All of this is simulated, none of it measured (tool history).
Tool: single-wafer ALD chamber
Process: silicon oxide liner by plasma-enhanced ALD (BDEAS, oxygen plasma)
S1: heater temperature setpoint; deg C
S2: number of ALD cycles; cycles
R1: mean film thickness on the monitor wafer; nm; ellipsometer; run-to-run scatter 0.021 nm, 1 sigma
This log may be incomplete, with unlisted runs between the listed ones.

run 1 day=0 | S1=320 S2=59 | R1=5.6854
run 2 day=0.042 | S1=320 S2=66 | R1=6.3621
run 3 day=0.167 | S1=312 S2=66 | R1=6.429
run 4 day=0.433 | S1=312 S2=62 | R1=6.043
run 5 day=0.562 | S1=313 S2=59 | R1=5.7006
run 6 day=0.729 | S1=313 S2=63 | R1=6.084

Run 7, settings as shown, results not yet in. Your forecast:
run 7 day=0.792 | S1=317 S2=54 | R1=?

Run 7 gave R1 5.258 nm.
